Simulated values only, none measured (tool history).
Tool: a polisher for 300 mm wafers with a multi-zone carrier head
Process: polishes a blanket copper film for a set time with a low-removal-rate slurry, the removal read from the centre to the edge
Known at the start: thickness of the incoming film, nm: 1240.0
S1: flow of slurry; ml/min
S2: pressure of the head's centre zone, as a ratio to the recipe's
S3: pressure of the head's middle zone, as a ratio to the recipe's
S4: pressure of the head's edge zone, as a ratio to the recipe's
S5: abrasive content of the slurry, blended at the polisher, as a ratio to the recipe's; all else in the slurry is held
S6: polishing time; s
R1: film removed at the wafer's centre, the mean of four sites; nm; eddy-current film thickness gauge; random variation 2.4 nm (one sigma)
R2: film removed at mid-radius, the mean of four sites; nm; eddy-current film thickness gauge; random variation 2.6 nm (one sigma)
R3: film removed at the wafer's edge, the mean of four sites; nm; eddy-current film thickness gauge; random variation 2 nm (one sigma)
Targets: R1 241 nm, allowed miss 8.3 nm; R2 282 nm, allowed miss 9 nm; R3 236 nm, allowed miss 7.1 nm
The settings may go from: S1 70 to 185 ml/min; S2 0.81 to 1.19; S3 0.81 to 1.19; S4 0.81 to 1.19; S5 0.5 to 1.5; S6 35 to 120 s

{"run": 1, "hour": 0.0, "S1": 120, "S2": 1, "S3": 1, "S4": 1, "S5": 1, "S6": 77, "R1": 299.17, "R2": 297.18, "R3": 289.99}
{"run": 2, "hour": 7.5, "S1": 120, "S2": 1, "S3": 1, "S4": 1.06, "S5": 1, "S6": 77, "R1": 298.34, "R2": 297.98, "R3": 296.16}
{"run": 3, "hour": 13.7, "S1": 120, "S2": 1, "S3": 1, "S4": 1.11, "S5": 1, "S6": 77, "R1": 299.92, "R2": 295.62, "R3": 302.7}
{"run": 4, "hour": 22.7, "S1": 120, "S2": 0.94, "S3": 1, "S4": 1.11, "S5": 1, "S6": 77, "R1": 284.79, "R2": 295.48, "R3": 298.96}
{"run": 5, "hour": 29.5, "S1": 120, "S2": 0.94, "S3": 1, "S4": 1.15, "S5": 1, "S6": 77, "R1": 282.78, "R2": 300.23, "R3": 303.46}
{"run": 6, "hour": 32.5, "S1": 120, "S2": 0.94, "S3": 1.01, "S4": 1.12, "S5": 0.95, "S6": 77, "R1": 276.95, "R2": 293.02, "R3": 296.33}
{"run": 7, "hour": 41.3, "S1": 120, "S2": 0.94, "S3": 1.03, "S4": 1.09, "S5": 0.95, "S6": 77, "R1": 280.2, "R2": 296.81, "R3": 297.09}
{"run": 8, "hour": 45.5, "S1": 125, "S2": 0.94, "S3": 1.05, "S4": 1.06, "S5": 0.95, "S6": 75, "R1": 278.18, "R2": 295.86, "R3": 288.86}
{"run": 9, "hour": 51.9, "S1": 125, "S2": 0.94, "S3": 1.07, "S4": 1.03, "S5": 0.95, "S6": 74, "R1": 271.96, "R2": 295.75, "R3": 280.98}
{"run": 10, "hour": 60.5, "S1": 120, "S2": 0.94, "S3": 1.08, "S4": 1, "S5": 0.95, "S6": 74, "R1": 263.82, "R2": 298.41, "R3": 272.4}
{"run": 11, "hour": 61.4, "S1": 115, "S2": 0.95, "S3": 1.08, "S4": 0.98, "S5": 0.95, "S6": 74, "R1": 268.83, "R2": 288.53, "R3": 270.48}
{"run": 12, "hour": 67.6, "S1": 115, "S2": 0.95, "S3": 1.09, "S4": 0.96, "S5": 0.95, "S6": 74, "R1": 263.93, "R2": 299.99, "R3": 269.01}
{"run": 13, "hour": 69.5, "S1": 110, "S2": 0.95, "S3": 1.09, "S4": 0.94, "S5": 0.95, "S6": 74, "R1": 263, "R2": 294.92, "R3": 266.59}
{"run": 14, "hour": 76.7, "S1": 85, "S2": 0.94, "S3": 1.17, "S4": 0.84, "S5": 0.7, "S6": 73, "R1": 215.9, "R2": 258.86, "R3": 221.44}
{"run": 15, "hour": 80.9, "S1": 90, "S2": 0.94, "S3": 1.17, "S4": 0.84, "S5": 0.7, "S6": 73, "R1": 222.04, "R2": 262.87, "R3": 222.33}
{"run": 16, "hour": 84.8, "S1": 90, "S2": 0.94, "S3": 1.17, "S4": 0.84, "S5": 0.7, "S6": 73, "R1": 223.08, "R2": 269.87, "R3": 220.48}
{"run": 17, "hour": 87.2, "S1": 120, "S2": 0.96, "S3": 1.16, "S4": 0.9, "S5": 0.75, "S6": 73, "R1": 250.83, "R2": 290.76, "R3": 246.43}
{"run": 18, "hour": 93.9, "S1": 115, "S2": 0.96, "S3": 1.17, "S4": 0.88, "S5": 0.75, "S6": 73, "R1": 250.66, "R2": 291.23, "R3": 238.81}

Which of these 5 next moves meets every target?
{"run": "A", "hour": 100.6, "S1": 120, "S2": 0.87, "S3": 1.17, "S4": 0.84, "S5": 1, "S6": 71, "R1": "?", "R2": "?", "R3": "?"}
{"run": "B", "hour": 100.6, "S1": 120, "S2": 0.81, "S3": 1.19, "S4": 0.86, "S5": 0.8, "S6": 75, "R1": "?", "R2": "?", "R3": "?"}
{"run": "C", "hour": 100.6, "S1": 130, "S2": 0.81, "S3": 1.19, "S4": 0.91, "S5": 0.8, "S6": 72, "R1": "?", "R2": "?", "R3": "?"}
{"run": "D", "hour": 100.6, "S1": 100, "S2": 1.09, "S3": 1.15, "S4": 0.91, "S5": 1.1, "S6": 67, "R1": "?", "R2": "?", "R3": "?"}
{"run": "E", "hour": 100.6, "S1": 105, "S2": 0.97, "S3": 1.18, "S4": 0.91, "S5": 0.55, "S6": 78, "R1": "?", "R2": "?", "R3": "?"}

move=A R1=243.87 R2=307.85 R3=251.04
move=B R1=227.81 R2=311.63 R3=252.59
move=C R1=223.67 R2=305.08 R3=250.64
move=D R1=274.49 R2=278.29 R3=240.66
move=E R1=243.99 R2=281.34 R3=237
A: brings the result that was furthest off to its target, and leaves another outside
B: takes the result that was furthest off past its target
C: takes the result that was furthest off past its target
D: further off than the last run
E: meets every target
Move E is the one to make.

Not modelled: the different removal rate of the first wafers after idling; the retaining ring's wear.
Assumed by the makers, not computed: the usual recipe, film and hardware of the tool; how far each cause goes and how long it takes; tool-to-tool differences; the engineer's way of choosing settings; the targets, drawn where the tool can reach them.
